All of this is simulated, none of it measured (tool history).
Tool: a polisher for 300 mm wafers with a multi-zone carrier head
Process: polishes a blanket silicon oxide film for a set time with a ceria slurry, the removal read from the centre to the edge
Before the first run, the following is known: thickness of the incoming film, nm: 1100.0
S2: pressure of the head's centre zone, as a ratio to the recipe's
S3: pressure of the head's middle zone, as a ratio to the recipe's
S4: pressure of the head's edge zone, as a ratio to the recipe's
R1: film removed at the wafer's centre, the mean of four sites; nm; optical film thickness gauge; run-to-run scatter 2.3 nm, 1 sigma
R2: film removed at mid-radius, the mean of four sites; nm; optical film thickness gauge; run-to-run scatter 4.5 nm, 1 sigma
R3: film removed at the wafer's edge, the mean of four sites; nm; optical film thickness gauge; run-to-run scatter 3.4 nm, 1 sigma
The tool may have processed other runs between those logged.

run 1 hour=0 | flow_of_slurry_(ml/min)=235 S2=1 S3=1 S4=1 polishing_time_(s)=71 | R1=321.65 R2=282.84 R3=292.81
run 2 hour=8.5 | flow_of_slurry_(ml/min)=240 S2=0.99 S3=1.01 S4=1.03 polishing_time_(s)=72 | R1=321.14 R2=295.39 R3=294.96
run 3 hour=11.7 | flow_of_slurry_(ml/min)=240 S2=0.99 S3=1.01 S4=1.09 polishing_time_(s)=72 | R1=320.64 R2=299.64 R3=312.08
run 4 hour=15.6 | flow_of_slurry_(ml/min)=240 S2=0.99 S3=1.01 S4=1.09 polishing_time_(s)=56 | R1=250.34 R2=236.18 R3=240.94
run 5 hour=22.4 | flow_of_slurry_(ml/min)=240 S2=0.99 S3=1.01 S4=1.09 polishing_time_(s)=72 | R1=318.02 R2=300.07 R3=314.1
run 6 hour=27.9 | flow_of_slurry_(ml/min)=240 S2=0.99 S3=0.95 S4=1.09 polishing_time_(s)=72 | R1=323.82 R2=289.4 R3=311.14
run 7 hour=34.2 | flow_of_slurry_(ml/min)=245 S2=0.99 S3=0.96 S4=1.11 polishing_time_(s)=72 | R1=325.79 R2=293.11 R3=313.43
run 8 hour=35 | flow_of_slurry_(ml/min)=245 S2=0.99 S3=0.97 S4=1.12 polishing_time_(s)=73 | R1=322.69 R2=296.19 R3=321.12

What does the tool deliver on the next run?
run 9 hour=35.7 | flow_of_slurry_(ml/min)=250 S2=0.99 S3=0.98 S4=1.13 polishing_time_(s)=73 | R1=? R2=? R3=?

For run 9 the tool returned R1 325.15 nm, R2 301.86 nm, R3 318.14 nm.
